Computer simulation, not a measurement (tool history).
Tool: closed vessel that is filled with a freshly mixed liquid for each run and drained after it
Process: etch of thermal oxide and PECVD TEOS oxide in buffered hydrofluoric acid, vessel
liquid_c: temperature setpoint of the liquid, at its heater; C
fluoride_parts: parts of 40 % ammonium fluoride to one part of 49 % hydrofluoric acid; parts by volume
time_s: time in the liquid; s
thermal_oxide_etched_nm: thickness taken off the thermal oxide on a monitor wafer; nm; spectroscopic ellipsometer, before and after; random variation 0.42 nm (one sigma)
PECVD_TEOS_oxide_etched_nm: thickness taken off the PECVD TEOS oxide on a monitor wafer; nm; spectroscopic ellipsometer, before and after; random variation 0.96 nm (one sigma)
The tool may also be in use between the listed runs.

run,hour,liquid_c,fluoride_parts,time_s,thermal_oxide_etched_nm,PECVD_TEOS_oxide_etched_nm
1,0,23,9.5,60,58.975,193.52
2,4.2,20.5,9.5,60,50.69,167.83
3,11.6,22.5,9.5,60,56.753,188.44
4,16.5,24,9.5,60,61.573,203.6
5,22.8,24,11.5,60,51.405,169.89
6,26.7,25,11.5,60,54.229,178.71
7,30.5,26.5,11.5,60,58.791,193.86
8,39.4,27.5,11.5,60,61.926,203.9

Forecast run 9:
# hour 46.1: hydrofluoric acid flow meter replaced
9,46.1,28.5,11.5,60,?,?

thermal_oxide_etched_nm: 73.095 nm
PECVD_TEOS_oxide_etched_nm: 243.44 nm

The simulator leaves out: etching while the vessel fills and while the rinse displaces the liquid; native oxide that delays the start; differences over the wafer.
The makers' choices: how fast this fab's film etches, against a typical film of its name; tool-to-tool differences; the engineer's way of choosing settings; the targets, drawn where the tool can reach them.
